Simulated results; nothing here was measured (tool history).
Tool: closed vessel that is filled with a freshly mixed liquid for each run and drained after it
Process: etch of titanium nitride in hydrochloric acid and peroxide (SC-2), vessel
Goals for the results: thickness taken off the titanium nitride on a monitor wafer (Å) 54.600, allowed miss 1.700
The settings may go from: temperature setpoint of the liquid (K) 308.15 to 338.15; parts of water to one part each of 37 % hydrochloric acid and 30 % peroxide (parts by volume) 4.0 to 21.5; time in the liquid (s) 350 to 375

| run | hour | temperature setpoint of the liquid (K) | parts of water to one part each of 37 % hydrochloric acid and 30 % peroxide (parts by volume) | time in the liquid (s) | thickness taken off the titanium nitride on a monitor wafer (Å) |
|---|---|---|---|---|---|
| 1 | 0.0 | 322.15 | 12.0 | 350 | 114.920 |
| 2 | 4.3 | 319.15 | 12.0 | 350 | 94.238 |
| 3 | 6.2 | 319.15 | 12.0 | 375 | 100.670 |
| 4 | 7.5 | 316.65 | 12.0 | 375 | 84.111 |
| 5 | 13.6 | 316.65 | 8.5 | 375 | 112.060 |
| 6 | 18.6 | 316.65 | 8.5 | 350 | 104.580 |
| 7 | 27.4 | 316.65 | 8.5 | 350 | 104.920 |
| 8 | 34.9 | 308.65 | 10.0 | 350 | 52.132 |

Consider the 4 candidate settings below. Which is the only one whose results all fall within their allowed miss of target?
| A | 42.4 | 309.65 | 12.5 | 365 | ? |
| B | 42.4 | 308.65 | 9.5 | 350 | ? |
| C | 42.4 | 310.65 | 10.5 | 350 | ? |
| D | 42.4 | 315.15 | 19.0 | 375 | ? |

| move | thickness taken off the titanium nitride on a monitor wafer (Å) |
|---|---|
| A | 49.258 |
| B | 55.418 |
| C | 58.855 |
| D | 51.503 |
A: further off than the last run
B: all results in spec
C: takes the result that was furthest off past its target
D: further off than the last run
The move that meets every target is B.

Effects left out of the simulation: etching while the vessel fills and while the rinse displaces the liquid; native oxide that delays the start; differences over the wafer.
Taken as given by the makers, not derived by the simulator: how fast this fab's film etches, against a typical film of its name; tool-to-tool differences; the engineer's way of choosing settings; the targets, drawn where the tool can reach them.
